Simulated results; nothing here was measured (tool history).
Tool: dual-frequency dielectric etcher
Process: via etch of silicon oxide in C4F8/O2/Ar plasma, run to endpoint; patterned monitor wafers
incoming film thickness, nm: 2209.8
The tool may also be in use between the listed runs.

| run | day | source power (W) | bias power (W) | endpoint time (s) |
|---|---|---|---|---|
| 1 | 0.000 | 2020 | 2334 | 416.05 |
| 2 | 0.358 | 1710 | 2334 | 442.86 |
| 3 | 0.642 | 1890 | 2334 | 421.45 |
| 4 | 0.896 | 2180 | 2334 | 398.78 |
| 5 | 1.100 | 2290 | 2379 | 385.85 |
| 6 | 1.254 | 2360 | 2406 | 381.33 |

Forecast run 7:
| 7 | 1.400 | 2420 | 2433 | ? |

{"run 7": {"endpoint time (s)": 375.7}}

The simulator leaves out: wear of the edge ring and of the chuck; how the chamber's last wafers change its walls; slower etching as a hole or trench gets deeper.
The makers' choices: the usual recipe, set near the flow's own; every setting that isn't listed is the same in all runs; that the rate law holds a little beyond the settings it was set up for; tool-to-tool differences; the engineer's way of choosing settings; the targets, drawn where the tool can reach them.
